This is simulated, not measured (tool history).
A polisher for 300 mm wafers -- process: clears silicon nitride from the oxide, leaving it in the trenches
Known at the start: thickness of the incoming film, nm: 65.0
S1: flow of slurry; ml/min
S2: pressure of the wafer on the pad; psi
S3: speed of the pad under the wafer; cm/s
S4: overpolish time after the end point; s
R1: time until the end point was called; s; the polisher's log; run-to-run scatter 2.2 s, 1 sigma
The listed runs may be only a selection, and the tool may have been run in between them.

run 1 day=0.000 | S1=155 S2=1.7 S3=76 S4=8 | R1=199.39
run 2 day=0.188 | S1=155 S2=1.7 S3=76 S4=5 | R1=193.35
run 3 day=0.383 | S1=120 S2=1.7 S3=76 S4=5 | R1=204.02
run 4 day=0.504 | S1=120 S2=1.9 S3=76 S4=5 | R1=191.95
run 5 day=0.788 | S1=120 S2=1.9 S3=62 S4=5 | R1=225.56
run 6 day=0.904 | S1=125 S2=2.1 S3=64 S4=5 | R1=196.99

Run 7 is up next; what results do you expect?
run 7 day=1.079 | S1=130 S2=2.3 S3=64 S4=5 | R1=?

Run 7 produced R1 180.43 s.

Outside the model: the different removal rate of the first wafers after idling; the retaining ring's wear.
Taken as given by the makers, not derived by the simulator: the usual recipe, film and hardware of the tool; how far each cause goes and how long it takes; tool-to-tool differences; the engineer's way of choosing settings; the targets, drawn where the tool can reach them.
